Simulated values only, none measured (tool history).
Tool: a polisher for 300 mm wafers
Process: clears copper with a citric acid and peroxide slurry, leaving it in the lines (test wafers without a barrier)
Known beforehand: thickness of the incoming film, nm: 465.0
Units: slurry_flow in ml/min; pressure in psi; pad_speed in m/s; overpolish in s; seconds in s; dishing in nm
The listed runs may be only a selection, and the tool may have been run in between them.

run  hour  slurry_flow  pressure  pad_speed  slurry_solids  overpolish  seconds  dishing
  1   0.0          205       4.1       0.96            1.0           8   177.81   15.863
  2   2.5          255       4.1       0.96            1.0           8   170.12   16.371
  3   9.1          255       4.9       0.96            1.0           8   145.77   19.283
  4  16.3          255       4.1       0.88            1.0           9   186.69   16.281
  5  18.1          210       4.1       0.88            1.0           9   189.19   16.909
  6  26.1          210       4.1       0.88            1.2           9   186.62   16.777

Run 7 has not been measured yet. What should we expect?
  7  34.6          210       3.5       0.84            1.2           9        ?        ?

seconds: 221.45 s
dishing: 14.233 nm
